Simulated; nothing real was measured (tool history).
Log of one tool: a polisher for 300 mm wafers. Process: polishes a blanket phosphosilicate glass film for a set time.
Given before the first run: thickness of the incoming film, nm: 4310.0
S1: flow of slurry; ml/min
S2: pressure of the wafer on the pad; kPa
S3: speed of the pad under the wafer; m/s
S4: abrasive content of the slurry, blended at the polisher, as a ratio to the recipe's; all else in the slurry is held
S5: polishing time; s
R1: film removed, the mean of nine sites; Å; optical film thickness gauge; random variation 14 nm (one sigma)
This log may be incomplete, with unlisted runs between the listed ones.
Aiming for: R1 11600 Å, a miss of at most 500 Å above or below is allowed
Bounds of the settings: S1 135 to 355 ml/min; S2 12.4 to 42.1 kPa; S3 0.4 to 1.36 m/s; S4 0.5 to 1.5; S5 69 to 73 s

run  hour   S1    S2    S3    S4  S5      R1
  1     0  225  26.9  0.88     1  69  7196.2
  2   7.4  225  28.3  0.88     1  69  7474.1
  3  10.7  225  28.3  0.88   1.1  69  8003.2
  4  13.1  225  29.6  0.88   1.1  69  8195.1
  5  18.3  225  26.2  0.88   1.1  69  7294.1
  6  21.6  225  26.2  0.88  1.25  69  7790.5
  7  25.5  225  27.6  0.88  1.25  69  8100.2
  8  26.7  225    29  0.88  1.25  69  8622.7
  9    29  225  29.6  0.88  1.25  69    8915
 10    34  225  30.3  0.88  1.25  69  8787.7

Which one of the following 4 next-run settings gets every result inside its allowed miss? There is exactly one.
  A    39  260  26.2  0.76  1.05  69   ?
  B    39  190    20  0.88   1.2  69   ?
  C    39  240  22.8   0.9  1.25  73   ?
  D    39  270  34.5  0.96   1.3  71   ?

move      R1
   A  6516.7
   B  5803.7
   C  7304.6
   D   11433
A: lands further from the targets than the last run did
B: lands further from the targets than the last run did
C: lands further from the targets than the last run did
D: all results land within tolerance of their targets
Correct choice: D, which meets every target
